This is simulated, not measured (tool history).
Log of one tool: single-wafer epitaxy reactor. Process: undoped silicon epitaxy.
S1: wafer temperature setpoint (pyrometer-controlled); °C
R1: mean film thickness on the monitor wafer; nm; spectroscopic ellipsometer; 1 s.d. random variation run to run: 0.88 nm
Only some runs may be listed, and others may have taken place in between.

run 1 hour=0 | S1=675 deposition_time_(s)=464 | R1=143.1
run 2 hour=6.9 | S1=683 deposition_time_(s)=464 | R1=170.91
run 3 hour=9.6 | S1=687 deposition_time_(s)=464 | R1=188.71
run 4 hour=11.2 | S1=695 deposition_time_(s)=464 | R1=223.63
run 5 hour=14.2 | S1=694 deposition_time_(s)=464 | R1=219.79
run 6 hour=20.2 | S1=694 deposition_time_(s)=511 | R1=242.1
run 7 hour=27 | S1=693 deposition_time_(s)=511 | R1=236.39
run 8 hour=34.1 | S1=692 deposition_time_(s)=511 | R1=231.05

Run 9, settings as shown, results not yet in. Your forecast:
run 9 hour=35.9 | S1=691 deposition_time_(s)=511 | R1=?

Run 9 produced R1 226.52 nm.
